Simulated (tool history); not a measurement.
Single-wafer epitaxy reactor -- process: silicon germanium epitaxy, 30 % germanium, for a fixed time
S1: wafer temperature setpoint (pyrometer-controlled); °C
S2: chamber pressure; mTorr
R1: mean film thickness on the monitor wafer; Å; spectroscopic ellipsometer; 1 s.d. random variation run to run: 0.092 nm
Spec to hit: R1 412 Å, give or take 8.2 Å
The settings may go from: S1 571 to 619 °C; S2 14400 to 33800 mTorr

run,day,S1,S2,R1
1,0,595,24100,580.23
2,0.196,591,24100,538.08
3,0.292,587,24100,498.98
4,0.604,584,24000,471.44
5,0.779,582,23900,452.75
6,1.125,582,26800,470.42
7,1.467,580,26700,453.18
8,1.546,578,26700,435.04
9,1.783,577,26700,429.02

Of the 5 settings listed for the next run, only one would bring every result within its allowed miss of target. Which one?
A,2.021,583,21400,?
B,2.021,581,26400,?
C,2.021,580,28000,?
D,2.021,578,27500,?
E,2.021,578,22700,?

move,R1
A,442.47
B,458.79
C,459.69
D,439.39
E,410.29
A: further off than the last run
B: further off than the last run
C: further off than the last run
D: further off than the last run
E: every result within its allowed miss
Answer: E
